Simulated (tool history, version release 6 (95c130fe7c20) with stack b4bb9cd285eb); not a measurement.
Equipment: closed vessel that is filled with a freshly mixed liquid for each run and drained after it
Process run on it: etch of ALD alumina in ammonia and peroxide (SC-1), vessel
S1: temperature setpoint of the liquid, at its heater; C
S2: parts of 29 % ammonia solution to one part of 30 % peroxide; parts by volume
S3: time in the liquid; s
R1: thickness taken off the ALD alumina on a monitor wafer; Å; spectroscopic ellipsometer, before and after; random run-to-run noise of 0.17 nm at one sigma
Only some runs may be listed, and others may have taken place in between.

run,day,S1,S2,S3,R1
1,0,58,0.4,270,142.05
2,0.308,61.5,0.45,270,173.88
3,0.612,61.5,0.3,270,166.06
4,0.708,64,0.4,270,196.07
5,1.067,64,0.35,270,193.46
6,1.271,64,0.3,270,190.36
7,1.525,66,0.35,270,214.44

Run 8 comes next. What will it give?
8,1.792,67,0.4,270,?

R1: 227.93 Å

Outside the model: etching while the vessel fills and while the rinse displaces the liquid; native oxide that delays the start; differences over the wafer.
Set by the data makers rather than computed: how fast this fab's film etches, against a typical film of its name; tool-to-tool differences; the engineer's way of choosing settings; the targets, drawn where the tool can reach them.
